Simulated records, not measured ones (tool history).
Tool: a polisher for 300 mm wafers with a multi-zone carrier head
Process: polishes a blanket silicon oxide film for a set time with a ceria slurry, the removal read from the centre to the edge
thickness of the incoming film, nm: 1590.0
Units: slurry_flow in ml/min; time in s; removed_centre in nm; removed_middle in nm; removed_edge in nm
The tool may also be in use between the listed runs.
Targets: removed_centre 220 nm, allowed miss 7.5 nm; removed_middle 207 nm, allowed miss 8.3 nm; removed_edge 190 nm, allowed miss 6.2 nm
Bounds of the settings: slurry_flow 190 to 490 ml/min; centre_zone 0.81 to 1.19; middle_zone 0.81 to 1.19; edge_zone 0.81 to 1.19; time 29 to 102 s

run,hour,slurry_flow,centre_zone,middle_zone,edge_zone,time,removed_centre,removed_middle,removed_edge
1,0,315,1,1,1,65,221.69,239.61,235.2
2,8.8,315,1.01,1,0.98,64,220.91,234.37,230.4
3,12.3,315,1.03,1,0.96,63,220.99,231.03,228.69
4,15.9,330,1.05,1.01,0.94,61,218.38,225.34,219.14
5,23,330,1.05,1.01,0.86,61,219.33,221.14,207.34
6,25.1,330,0.98,1.01,0.86,61,205.97,222.8,208.99
7,31.6,330,1,1.01,0.85,60,204.84,223.34,202.61
8,32.8,330,1.02,1.01,0.84,60,209.75,217.39,201.87
# hour 33.9: centre zone pressure recalibrated
9,33.9,330,1.03,1.01,0.84,60,221.22,222.52,203.39

Which of these 5 next moves meets every target?
A,35,320,0.92,0.95,0.99,64,?,?,?
B,35,205,1.01,1.05,0.87,65,?,?,?
C,35,370,0.96,0.81,1.01,62,?,?,?
D,35,330,1.05,0.97,0.81,57,?,?,?
E,35,345,0.95,1.04,0.91,63,?,?,?

move,removed_centre,removed_middle,removed_edge
A,218.09,221.78,234.38
B,228.24,229.81,215.87
C,222.14,195.74,231.74
D,219.18,200.8,190.77
E,222.56,233.79,222.62
A: further off than the last run
B: further off than the last run
C: further off than the last run
D: meets every target
E: further off than the last run
Move D is the one to make.

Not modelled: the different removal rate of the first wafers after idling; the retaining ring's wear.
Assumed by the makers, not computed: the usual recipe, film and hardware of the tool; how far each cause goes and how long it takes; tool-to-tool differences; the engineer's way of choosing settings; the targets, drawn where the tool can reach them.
